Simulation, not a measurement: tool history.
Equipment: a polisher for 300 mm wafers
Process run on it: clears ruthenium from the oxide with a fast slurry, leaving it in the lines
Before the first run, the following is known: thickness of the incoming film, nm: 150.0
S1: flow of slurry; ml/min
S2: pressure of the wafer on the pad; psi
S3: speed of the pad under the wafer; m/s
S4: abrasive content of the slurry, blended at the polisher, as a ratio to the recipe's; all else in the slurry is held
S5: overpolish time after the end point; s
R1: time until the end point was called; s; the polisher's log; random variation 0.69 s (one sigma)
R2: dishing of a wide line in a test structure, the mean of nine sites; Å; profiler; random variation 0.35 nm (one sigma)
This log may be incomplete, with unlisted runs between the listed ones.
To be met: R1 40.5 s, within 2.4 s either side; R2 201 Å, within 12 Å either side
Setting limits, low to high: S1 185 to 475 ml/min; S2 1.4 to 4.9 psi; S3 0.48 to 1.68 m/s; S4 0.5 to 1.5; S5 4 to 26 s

Run 1, hour 0: S1 305 ml/min, S2 3.1 psi, S3 1.08 m/s, S4 1, S5 13 s. Result: R1 23.468 s, R2 512.16 Å.
Run 2, hour 5: S1 305 ml/min, S2 3.1 psi, S3 1.08 m/s, S4 1.2, S5 13 s. Result: R1 21.845 s, R2 528.32 Å.
Run 3, hour 13.9: S1 335 ml/min, S2 3.1 psi, S3 1.08 m/s, S4 1.2, S5 13 s. Result: R1 21.801 s, R2 560.18 Å.
Run 4, hour 19.9: S1 270 ml/min, S2 3.1 psi, S3 1.08 m/s, S4 1.2, S5 13 s. Result: R1 22.681 s, R2 551.61 Å.
Run 5, hour 27.5: S1 295 ml/min, S2 2.8 psi, S3 1 m/s, S4 1.15, S5 10 s. Result: R1 26.721 s, R2 389.2 Å.
Run 6, hour 34.1: S1 295 ml/min, S2 2.8 psi, S3 0.78 m/s, S4 1.15, S5 10 s. Result: R1 33.455 s, R2 314.72 Å.
Run 7, hour 39.6: S1 300 ml/min, S2 2.7 psi, S3 0.76 m/s, S4 1.15, S5 9 s. Result: R1 36.346 s, R2 282.67 Å.
Run 8, hour 48: S1 300 ml/min, S2 2.6 psi, S3 0.76 m/s, S4 1.15, S5 8 s. Result: R1 36.845 s, R2 253.84 Å.
Run 9, hour 54.8: S1 300 ml/min, S2 2.5 psi, S3 0.76 m/s, S4 1.15, S5 7 s. Result: R1 36.026 s, R2 213.97 Å.

Pick the move, out of 5, that brings all results within their allowed miss; only one does.
Run A, hour 61.6: S1 290 ml/min, S2 1.7 psi, S3 1.08 m/s, S4 0.95, S5 7 s. Result: R1 ?, R2 ?.
Run B, hour 61.6: S1 225 ml/min, S2 2.5 psi, S3 0.64 m/s, S4 1.15, S5 9 s. Result: R1 ?, R2 ?.
Run C, hour 61.6: S1 320 ml/min, S2 1.6 psi, S3 0.94 m/s, S4 0.95, S5 10 s. Result: R1 ?, R2 ?.
Run D, hour 61.6: S1 365 ml/min, S2 2.2 psi, S3 0.72 m/s, S4 1.05, S5 8 s. Result: R1 ?, R2 ?.
Run E, hour 61.6: S1 230 ml/min, S2 2.2 psi, S3 0.74 m/s, S4 1, S5 9 s. Result: R1 ?, R2 ?.

move      R1      R2
   A  38.988  200.77
   B  44.021  225.42
   C  46.124   237.4
   D   44.03  202.93
   E  45.941  217.05
A: all results in spec
B: takes the biggest miss from the last run beyond its target
C: takes the biggest miss from the last run beyond its target
D: takes the biggest miss from the last run beyond its target
E: takes the biggest miss from the last run beyond its target
Go with A: it meets all targets.
